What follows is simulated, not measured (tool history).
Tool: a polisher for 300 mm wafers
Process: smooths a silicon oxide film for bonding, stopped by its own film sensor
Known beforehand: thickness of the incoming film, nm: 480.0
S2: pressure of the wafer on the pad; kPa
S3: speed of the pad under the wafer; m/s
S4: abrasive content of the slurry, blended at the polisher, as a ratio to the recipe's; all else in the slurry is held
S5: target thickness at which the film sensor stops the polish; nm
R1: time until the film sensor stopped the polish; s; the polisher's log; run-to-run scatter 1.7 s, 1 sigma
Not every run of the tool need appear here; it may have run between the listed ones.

Run 1, hour 0.0: flow of slurry (ml/min) 305, S2 11.7 kPa, S3 0.82 m/s, S4 1.0, S5 411 nm. Result: R1 127.17 s.
Run 2, hour 1.8: flow of slurry (ml/min) 305, S2 12.4 kPa, S3 0.82 m/s, S4 1.0, S5 411 nm. Result: R1 125.02 s.
Run 3, hour 10.0: flow of slurry (ml/min) 305, S2 10.3 kPa, S3 0.82 m/s, S4 1.0, S5 411 nm. Result: R1 135.03 s.
Run 4, hour 15.5: flow of slurry (ml/min) 305, S2 10.3 kPa, S3 0.82 m/s, S4 1.0, S5 408 nm. Result: R1 149.17 s.
Run 5, hour 23.0: flow of slurry (ml/min) 305, S2 13.1 kPa, S3 0.82 m/s, S4 1.0, S5 408 nm. Result: R1 123.14 s.
Run 6, hour 24.3: flow of slurry (ml/min) 235, S2 13.1 kPa, S3 0.82 m/s, S4 1.0, S5 408 nm. Result: R1 126.76 s.

Expected results for the next run?
At hour 26.4: slurry nozzle cleaned.
Run 7, hour 26.4: flow of slurry (ml/min) 235, S2 13.8 kPa, S3 0.84 m/s, S4 1.0, S5 408 nm. Result: R1 ?.

{"run 7": {"R1": 114.24}}
